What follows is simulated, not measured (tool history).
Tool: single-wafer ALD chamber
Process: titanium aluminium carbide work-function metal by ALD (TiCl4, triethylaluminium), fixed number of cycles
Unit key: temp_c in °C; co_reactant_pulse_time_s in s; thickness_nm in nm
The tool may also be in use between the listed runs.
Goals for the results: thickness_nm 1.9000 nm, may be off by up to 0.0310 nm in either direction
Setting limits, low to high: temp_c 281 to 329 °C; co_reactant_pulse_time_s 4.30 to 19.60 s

{"run": 1, "hour": 0.0, "temp_c": 305, "co_reactant_pulse_time_s": 11.95, "thickness_nm": 2.0647}
{"run": 2, "hour": 4.4, "temp_c": 313, "co_reactant_pulse_time_s": 11.95, "thickness_nm": 2.1298}
{"run": 3, "hour": 7.3, "temp_c": 305, "co_reactant_pulse_time_s": 10.96, "thickness_nm": 2.0509}
{"run": 4, "hour": 9.0, "temp_c": 305, "co_reactant_pulse_time_s": 7.85, "thickness_nm": 1.9689}
{"run": 5, "hour": 18.0, "temp_c": 303, "co_reactant_pulse_time_s": 7.6, "thickness_nm": 1.9526}
{"run": 6, "hour": 23.6, "temp_c": 303, "co_reactant_pulse_time_s": 9.03, "thickness_nm": 1.9976}
{"run": 7, "hour": 27.7, "temp_c": 300, "co_reactant_pulse_time_s": 8.47, "thickness_nm": 1.9554}
{"run": 8, "hour": 29.2, "temp_c": 298, "co_reactant_pulse_time_s": 8.22, "thickness_nm": 1.9321}

Which one of the following 5 next-run settings gets every result inside its allowed miss? There is exactly one.
{"run": "A", "hour": 30.7, "temp_c": 288, "co_reactant_pulse_time_s": 7.03, "thickness_nm": "?"}
{"run": "B", "hour": 30.7, "temp_c": 301, "co_reactant_pulse_time_s": 9.6, "thickness_nm": "?"}
{"run": "C", "hour": 30.7, "temp_c": 295, "co_reactant_pulse_time_s": 13.02, "thickness_nm": "?"}
{"run": "D", "hour": 30.7, "temp_c": 298, "co_reactant_pulse_time_s": 9.1, "thickness_nm": "?"}
{"run": "E", "hour": 30.7, "temp_c": 294, "co_reactant_pulse_time_s": 7.86, "thickness_nm": "?"}

move=A thickness_nm=1.8124
move=B thickness_nm=1.9941
move=C thickness_nm=1.9933
move=D thickness_nm=1.9594
move=E thickness_nm=1.8910
A: takes the biggest miss from the last run beyond its target
B: lands further from the targets than the last run did
C: lands further from the targets than the last run did
D: lands further from the targets than the last run did
E: each result inside its tolerance
Move E is the one to make.
